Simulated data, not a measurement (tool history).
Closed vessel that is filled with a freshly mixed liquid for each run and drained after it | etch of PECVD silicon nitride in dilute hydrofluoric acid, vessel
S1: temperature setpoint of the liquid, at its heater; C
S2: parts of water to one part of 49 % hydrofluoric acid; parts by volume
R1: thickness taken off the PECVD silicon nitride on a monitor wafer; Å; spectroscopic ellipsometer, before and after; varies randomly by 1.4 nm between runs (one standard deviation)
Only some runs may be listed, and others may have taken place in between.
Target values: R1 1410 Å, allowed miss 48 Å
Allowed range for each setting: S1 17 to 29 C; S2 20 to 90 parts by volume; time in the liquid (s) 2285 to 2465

Run 1, hour 0: S1 21 C, S2 50 parts by volume, time in the liquid (s) 2285. Result: R1 743.54 Å.
Run 2, hour 2.1: S1 17.5 C, S2 50 parts by volume, time in the liquid (s) 2285. Result: R1 589.6 Å.
Run 3, hour 4: S1 18.5 C, S2 50 parts by volume, time in the liquid (s) 2285. Result: R1 621.36 Å.
Run 4, hour 7.5: S1 20.5 C, S2 50 parts by volume, time in the liquid (s) 2285. Result: R1 723.5 Å.
Run 5, hour 10.8: S1 19 C, S2 50 parts by volume, time in the liquid (s) 2285. Result: R1 661.08 Å.
Run 6, hour 12.4: S1 20 C, S2 50 parts by volume, time in the liquid (s) 2285. Result: R1 707.04 Å.
At hour 21.6: thermometer replaced.
Run 7, hour 21.6: S1 21 C, S2 50 parts by volume, time in the liquid (s) 2285. Result: R1 665.49 Å.
Run 8, hour 31.2: S1 21.5 C, S2 45 parts by volume, time in the liquid (s) 2290. Result: R1 763.24 Å.
Run 9, hour 37.6: S1 22 C, S2 40 parts by volume, time in the liquid (s) 2300. Result: R1 906.58 Å.
Run 10, hour 41.1: S1 22.5 C, S2 40 parts by volume, time in the liquid (s) 2300. Result: R1 929.5 Å.
Run 11, hour 50: S1 22.5 C, S2 40 parts by volume, time in the liquid (s) 2300. Result: R1 905.06 Å.
Run 12, hour 51.7: S1 23 C, S2 40 parts by volume, time in the liquid (s) 2300. Result: R1 959.64 Å.
Run 13, hour 56.7: S1 23.5 C, S2 40 parts by volume, time in the liquid (s) 2300. Result: R1 983.81 Å.
Run 14, hour 62.4: S1 27.5 C, S2 40 parts by volume, time in the liquid (s) 2300. Result: R1 1282.1 Å.

Consider the 4 candidate settings below. Which is the only one whose results all fall within their allowed miss of target?
Run A, hour 68.1: S1 25 C, S2 30 parts by volume, time in the liquid (s) 2450. Result: R1 ?.
Run B, hour 68.1: S1 27 C, S2 35 parts by volume, time in the liquid (s) 2325. Result: R1 ?.
Run C, hour 68.1: S1 29 C, S2 45 parts by volume, time in the liquid (s) 2360. Result: R1 ?.
Run D, hour 68.1: S1 27.5 C, S2 40 parts by volume, time in the liquid (s) 2285. Result: R1 ?.

move      R1
   A  1499.2
   B  1400.7
   C  1267.9
   D  1248.9
A: takes the result that was furthest off past its target
B: hits every target within its allowed miss
C: moves away from the targets compared with the last run
D: moves away from the targets compared with the last run
Go with B: it meets all targets.
